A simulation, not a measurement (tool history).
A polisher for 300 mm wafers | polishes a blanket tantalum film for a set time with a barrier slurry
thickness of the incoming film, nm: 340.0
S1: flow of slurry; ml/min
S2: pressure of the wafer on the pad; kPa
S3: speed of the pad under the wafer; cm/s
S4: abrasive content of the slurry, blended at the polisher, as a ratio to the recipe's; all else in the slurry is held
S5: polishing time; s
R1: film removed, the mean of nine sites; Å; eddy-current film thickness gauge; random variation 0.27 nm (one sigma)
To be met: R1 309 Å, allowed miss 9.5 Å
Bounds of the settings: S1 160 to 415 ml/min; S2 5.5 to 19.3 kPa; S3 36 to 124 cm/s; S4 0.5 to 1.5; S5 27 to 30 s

{"run": 1, "hour": 0.0, "S1": 265, "S2": 12.4, "S3": 80, "S4": 1, "S5": 30, "R1": 399.49}
{"run": 2, "hour": 3.7, "S1": 265, "S2": 13.8, "S3": 80, "S4": 1, "S5": 30, "R1": 445.48}
{"run": 3, "hour": 12.5, "S1": 265, "S2": 13.8, "S3": 94, "S4": 1, "S5": 30, "R1": 505.54}
{"run": 4, "hour": 14.1, "S1": 265, "S2": 12.4, "S3": 94, "S4": 1, "S5": 30, "R1": 459.14}
{"run": 5, "hour": 15.4, "S1": 230, "S2": 12.4, "S3": 94, "S4": 1, "S5": 30, "R1": 454.53}
{"run": 6, "hour": 21.1, "S1": 230, "S2": 11.7, "S3": 94, "S4": 1, "S5": 30, "R1": 427.08}
{"run": 7, "hour": 27.9, "S1": 230, "S2": 11, "S3": 94, "S4": 1, "S5": 30, "R1": 415.79}
{"run": 8, "hour": 34.5, "S1": 230, "S2": 10.3, "S3": 94, "S4": 1, "S5": 30, "R1": 385.58}
{"run": 9, "hour": 37.0, "S1": 230, "S2": 9.7, "S3": 94, "S4": 1, "S5": 30, "R1": 362.6}
{"run": 10, "hour": 39.5, "S1": 230, "S2": 9.7, "S3": 94, "S4": 1, "S5": 30, "R1": 365.36}
{"run": 11, "hour": 44.3, "S1": 230, "S2": 9, "S3": 94, "S4": 1, "S5": 30, "R1": 340.2}

4 next moves are on the table. One of them brings every result within its allowed miss. Which?
{"run": "A", "hour": 49.1, "S1": 240, "S2": 9, "S3": 94, "S4": 0.95, "S5": 30, "R1": "?"}
{"run": "B", "hour": 49.1, "S1": 230, "S2": 9, "S3": 96, "S4": 0.95, "S5": 27, "R1": "?"}
{"run": "C", "hour": 49.1, "S1": 235, "S2": 9, "S3": 92, "S4": 1.1, "S5": 29, "R1": "?"}
{"run": "D", "hour": 49.1, "S1": 205, "S2": 10.3, "S3": 90, "S4": 0.95, "S5": 27, "R1": "?"}

move=A R1=334.51
move=B R1=305.62
move=C R1=329.69
move=D R1=320.24
A: nearer than the last run, and not there yet
B: meets every target
C: nearer than the last run, and not there yet
D: nearer than the last run, and not there yet
The right move is B.
